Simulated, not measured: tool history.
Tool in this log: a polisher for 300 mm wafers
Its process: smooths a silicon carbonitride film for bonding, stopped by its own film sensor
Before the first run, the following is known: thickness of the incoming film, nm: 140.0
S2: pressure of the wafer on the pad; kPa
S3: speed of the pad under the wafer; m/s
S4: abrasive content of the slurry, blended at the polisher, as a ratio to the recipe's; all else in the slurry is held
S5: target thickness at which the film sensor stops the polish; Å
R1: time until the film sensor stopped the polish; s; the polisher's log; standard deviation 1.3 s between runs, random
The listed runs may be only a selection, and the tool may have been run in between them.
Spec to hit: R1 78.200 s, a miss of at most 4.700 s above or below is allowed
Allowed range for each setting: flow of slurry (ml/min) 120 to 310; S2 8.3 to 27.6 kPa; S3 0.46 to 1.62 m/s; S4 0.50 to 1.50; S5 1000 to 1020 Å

{"run": 1, "hour": 0.0, "flow of slurry (ml/min)": 200, "S2": 17.9, "S3": 1.04, "S4": 1.0, "S5": 1020, "R1": 102.1}
{"run": 2, "hour": 6.9, "flow of slurry (ml/min)": 200, "S2": 17.9, "S3": 1.14, "S4": 1.0, "S5": 1020, "R1": 94.532}
{"run": 3, "hour": 15.8, "flow of slurry (ml/min)": 200, "S2": 18.6, "S3": 1.14, "S4": 1.0, "S5": 1020, "R1": 90.387}
{"run": 4, "hour": 19.3, "flow of slurry (ml/min)": 200, "S2": 19.3, "S3": 1.14, "S4": 1.0, "S5": 1020, "R1": 85.989}
{"run": 5, "hour": 23.9, "flow of slurry (ml/min)": 200, "S2": 19.3, "S3": 1.14, "S4": 1.0, "S5": 1020, "R1": 88.923}
{"run": 6, "hour": 26.2, "flow of slurry (ml/min)": 200, "S2": 15.9, "S3": 1.14, "S4": 1.0, "S5": 1020, "R1": 105.87}
{"run": 7, "hour": 32.9, "flow of slurry (ml/min)": 200, "S2": 17.2, "S3": 1.16, "S4": 1.0, "S5": 1020, "R1": 95.025}
{"run": 8, "hour": 36.1, "flow of slurry (ml/min)": 200, "S2": 17.9, "S3": 1.16, "S4": 1.0, "S5": 1020, "R1": 92.78}
{"run": 9, "hour": 40.9, "flow of slurry (ml/min)": 200, "S2": 18.6, "S3": 1.16, "S4": 1.0, "S5": 1020, "R1": 91.44}
{"run": 10, "hour": 48.5, "flow of slurry (ml/min)": 200, "S2": 19.3, "S3": 1.16, "S4": 1.0, "S5": 1020, "R1": 84.965}
{"run": 11, "hour": 56.2, "flow of slurry (ml/min)": 200, "S2": 20.0, "S3": 1.16, "S4": 1.0, "S5": 1020, "R1": 84.636}

Pick the move, out of 5, that brings all results within their allowed miss; only one does.
{"run": "A", "hour": 63.9, "flow of slurry (ml/min)": 225, "S2": 20.0, "S3": 1.12, "S4": 0.95, "S5": 1000, "R1": "?"}
{"run": "B", "hour": 63.9, "flow of slurry (ml/min)": 235, "S2": 25.5, "S3": 1.04, "S4": 0.8, "S5": 1020, "R1": "?"}
{"run": "C", "hour": 63.9, "flow of slurry (ml/min)": 205, "S2": 22.8, "S3": 1.34, "S4": 0.85, "S5": 1020, "R1": "?"}
{"run": "D", "hour": 63.9, "flow of slurry (ml/min)": 225, "S2": 24.8, "S3": 1.2, "S4": 1.1, "S5": 1010, "R1": "?"}
{"run": "E", "hour": 63.9, "flow of slurry (ml/min)": 195, "S2": 23.4, "S3": 1.36, "S4": 1.1, "S5": 1000, "R1": "?"}

move=A R1=90.478
move=B R1=78.513
move=C R1=70.205
move=D R1=65.300
move=E R1=64.720
A: its largest miss is bigger than the last run's
B: hits every target within its allowed miss
C: carries the result that was furthest off beyond its target, to the other side
D: carries the result that was furthest off beyond its target, to the other side
E: carries the result that was furthest off beyond its target, to the other side
The right move is B.
